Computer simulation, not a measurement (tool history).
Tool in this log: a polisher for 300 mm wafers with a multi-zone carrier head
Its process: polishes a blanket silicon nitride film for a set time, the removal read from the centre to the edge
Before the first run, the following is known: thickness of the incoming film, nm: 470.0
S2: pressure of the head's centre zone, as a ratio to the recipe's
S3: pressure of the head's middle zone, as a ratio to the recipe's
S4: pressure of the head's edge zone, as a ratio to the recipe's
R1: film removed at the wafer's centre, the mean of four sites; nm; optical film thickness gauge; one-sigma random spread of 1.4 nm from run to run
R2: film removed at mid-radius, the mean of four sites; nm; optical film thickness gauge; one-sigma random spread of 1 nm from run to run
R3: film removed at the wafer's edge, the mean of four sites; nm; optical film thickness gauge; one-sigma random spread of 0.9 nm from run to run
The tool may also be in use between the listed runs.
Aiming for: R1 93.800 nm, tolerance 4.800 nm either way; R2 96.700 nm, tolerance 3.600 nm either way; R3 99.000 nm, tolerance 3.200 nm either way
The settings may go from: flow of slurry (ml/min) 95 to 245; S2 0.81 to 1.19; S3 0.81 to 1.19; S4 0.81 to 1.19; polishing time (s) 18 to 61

run 1 hour=0.0 | flow_of_slurry_(ml/min)=155 S2=1.00 S3=1.00 S4=1.00 polishing_time_(s)=39 | R1=74.541 R2=72.391 R3=71.576
run 2 hour=3.4 | flow_of_slurry_(ml/min)=155 S2=1.06 S3=1.00 S4=1.00 polishing_time_(s)=39 | R1=76.007 R2=71.676 R3=71.953
run 3 hour=11.8 | flow_of_slurry_(ml/min)=155 S2=1.06 S3=1.00 S4=1.00 polishing_time_(s)=43 | R1=84.175 R2=80.697 R3=79.839
run 4 hour=13.8 | flow_of_slurry_(ml/min)=155 S2=1.06 S3=1.00 S4=1.00 polishing_time_(s)=50 | R1=99.972 R2=93.292 R3=91.943
run 5 hour=18.6 | flow_of_slurry_(ml/min)=155 S2=1.04 S3=1.01 S4=1.03 polishing_time_(s)=50 | R1=98.292 R2=94.117 R3=94.257
run 6 hour=22.2 | flow_of_slurry_(ml/min)=155 S2=1.04 S3=0.93 S4=1.03 polishing_time_(s)=50 | R1=99.912 R2=87.396 R3=95.039
run 7 hour=29.0 | flow_of_slurry_(ml/min)=160 S2=1.02 S3=0.95 S4=1.04 polishing_time_(s)=50 | R1=95.494 R2=91.224 R3=94.604
run 8 hour=32.9 | flow_of_slurry_(ml/min)=165 S2=1.02 S3=0.95 S4=1.05 polishing_time_(s)=50 | R1=95.711 R2=92.659 R3=96.029

Exactly one of the 5 candidate moves below puts every result within its allowed miss. Which one?
run A hour=36.8 | flow_of_slurry_(ml/min)=245 S2=1.01 S3=1.07 S4=1.10 polishing_time_(s)=44 | R1=? R2=? R3=?
run B hour=36.8 | flow_of_slurry_(ml/min)=150 S2=1.05 S3=0.90 S4=1.07 polishing_time_(s)=51 | R1=? R2=? R3=?
run C hour=36.8 | flow_of_slurry_(ml/min)=190 S2=0.97 S3=0.98 S4=1.10 polishing_time_(s)=50 | R1=? R2=? R3=?
run D hour=36.8 | flow_of_slurry_(ml/min)=195 S2=1.00 S3=1.05 S4=1.01 polishing_time_(s)=51 | R1=? R2=? R3=?
run E hour=36.8 | flow_of_slurry_(ml/min)=140 S2=0.97 S3=0.88 S4=1.04 polishing_time_(s)=52 | R1=? R2=? R3=?

move=A R1=87.855 R2=93.178 R3=91.710
move=B R1=95.981 R2=88.850 R3=99.077
move=C R1=92.963 R2=96.278 R3=101.580
move=D R1=97.563 R2=103.320 R3=99.552
move=E R1=90.455 R2=87.974 R3=98.556
A: meets the target for the result that was furthest off, but another lies outside its allowed miss
B: lands further from the targets than the last run did
C: every result lands within tolerance
D: carries the result that was furthest off beyond its target, to the other side
E: lands further from the targets than the last run did
C meets every target.

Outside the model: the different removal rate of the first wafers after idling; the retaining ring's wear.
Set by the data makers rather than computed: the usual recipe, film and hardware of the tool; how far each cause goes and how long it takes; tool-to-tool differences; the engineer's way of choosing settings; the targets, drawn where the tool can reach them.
